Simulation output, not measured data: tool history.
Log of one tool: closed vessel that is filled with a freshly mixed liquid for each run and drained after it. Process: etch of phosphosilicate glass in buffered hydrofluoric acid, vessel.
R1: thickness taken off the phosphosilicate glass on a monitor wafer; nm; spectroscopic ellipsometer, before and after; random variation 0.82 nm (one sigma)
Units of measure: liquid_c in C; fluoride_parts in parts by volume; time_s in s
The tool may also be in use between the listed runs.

run 1 hour=0.0 | liquid_c=24.0 fluoride_parts=10.5 time_s=30 | R1=156.14
run 2 hour=3.8 | liquid_c=21.5 fluoride_parts=10.5 time_s=30 | R1=137.74
run 3 hour=9.2 | liquid_c=22.5 fluoride_parts=10.5 time_s=30 | R1=144.99
run 4 hour=17.1 | liquid_c=23.0 fluoride_parts=10.5 time_s=30 | R1=149.24
run 5 hour=18.9 | liquid_c=23.0 fluoride_parts=10.5 time_s=30 | R1=149.11
run 6 hour=27.4 | liquid_c=23.0 fluoride_parts=10.5 time_s=30 | R1=148.42

What does the tool deliver on the next run?
run 7 hour=35.0 | liquid_c=23.0 fluoride_parts=10.5 time_s=30 | R1=?

R1: 148.15 nm
